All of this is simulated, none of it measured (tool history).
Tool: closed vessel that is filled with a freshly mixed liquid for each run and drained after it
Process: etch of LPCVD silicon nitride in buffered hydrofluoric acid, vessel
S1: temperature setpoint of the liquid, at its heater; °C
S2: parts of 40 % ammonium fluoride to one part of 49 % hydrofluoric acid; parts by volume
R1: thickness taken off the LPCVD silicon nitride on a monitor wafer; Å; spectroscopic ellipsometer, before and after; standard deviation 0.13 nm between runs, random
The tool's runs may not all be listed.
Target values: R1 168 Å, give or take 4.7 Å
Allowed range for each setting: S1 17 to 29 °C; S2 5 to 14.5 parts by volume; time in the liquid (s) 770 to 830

{"run": 1, "hour": 0.0, "S1": 21, "S2": 9, "time in the liquid (s)": 770, "R1": 97.348}
{"run": 2, "hour": 3.7, "S1": 22.5, "S2": 9, "time in the liquid (s)": 770, "R1": 105.94}
{"run": 3, "hour": 8.4, "S1": 22.5, "S2": 7, "time in the liquid (s)": 770, "R1": 140.03}
{"run": 4, "hour": 9.9, "S1": 23, "S2": 7, "time in the liquid (s)": 770, "R1": 142.3}
{"run": 5, "hour": 17.7, "S1": 23, "S2": 7, "time in the liquid (s)": 830, "R1": 154.89}
{"run": 6, "hour": 22.5, "S1": 21, "S2": 7, "time in the liquid (s)": 830, "R1": 138.76}
{"run": 7, "hour": 31.2, "S1": 21.5, "S2": 7, "time in the liquid (s)": 830, "R1": 141.79}
{"run": 8, "hour": 39.1, "S1": 22, "S2": 7, "time in the liquid (s)": 830, "R1": 146.08}
{"run": 9, "hour": 40.0, "S1": 22.5, "S2": 7, "time in the liquid (s)": 830, "R1": 150.62}
{"run": 10, "hour": 46.3, "S1": 23, "S2": 7, "time in the liquid (s)": 830, "R1": 154.14}
{"run": 11, "hour": 50.1, "S1": 23.5, "S2": 7, "time in the liquid (s)": 830, "R1": 158.02}
{"run": 12, "hour": 58.5, "S1": 23.5, "S2": 7, "time in the liquid (s)": 830, "R1": 156.36}
{"run": 13, "hour": 59.5, "S1": 24, "S2": 7, "time in the liquid (s)": 830, "R1": 161.53}

Which one of the following 4 next-run settings gets every result inside its allowed miss? There is exactly one.
{"run": "A", "hour": 60.5, "S1": 28.5, "S2": 8, "time in the liquid (s)": 785, "R1": "?"}
{"run": "B", "hour": 60.5, "S1": 22, "S2": 5.5, "time in the liquid (s)": 815, "R1": "?"}
{"run": "C", "hour": 60.5, "S1": 26, "S2": 7.5, "time in the liquid (s)": 770, "R1": "?"}
{"run": "D", "hour": 60.5, "S1": 24.5, "S2": 7.5, "time in the liquid (s)": 830, "R1": "?"}

move=A R1=168.71
move=B R1=175.24
move=C R1=155.3
move=D R1=154.37
A: hits every target within its allowed miss
B: carries the result that was furthest off beyond its target, to the other side
C: misses by more than the last run did
D: misses by more than the last run did
A meets every target.

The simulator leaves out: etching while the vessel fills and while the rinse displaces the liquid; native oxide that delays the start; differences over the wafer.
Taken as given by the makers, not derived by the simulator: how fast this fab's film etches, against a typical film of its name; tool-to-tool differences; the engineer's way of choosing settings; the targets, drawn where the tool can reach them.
